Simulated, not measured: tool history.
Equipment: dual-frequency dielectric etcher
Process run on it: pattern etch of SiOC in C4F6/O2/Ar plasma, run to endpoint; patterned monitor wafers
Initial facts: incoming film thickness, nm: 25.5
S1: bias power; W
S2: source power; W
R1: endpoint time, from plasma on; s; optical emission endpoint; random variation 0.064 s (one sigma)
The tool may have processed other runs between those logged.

| run | hour | S1 | S2 | R1 |
|---|---|---|---|---|
| 1 | 0 | 497 | 340 | 9.5657 |
| 2 | 7.1 | 497 | 380 | 9.1091 |
| 3 | 11.9 | 566 | 380 | 8.6296 |
| 4 | 13.7 | 506 | 360 | 9.2801 |
| 5 | 20.7 | 460 | 350 | 9.6552 |
| 6 | 21.6 | 536 | 350 | 9.1604 |
| 7 | 28.2 | 485 | 330 | 9.7067 |

Run 8 is up next; what results do you expect?
| 8 | 29.7 | 445 | 320 | ? |

{"run 8": {"R1": 10.173}}
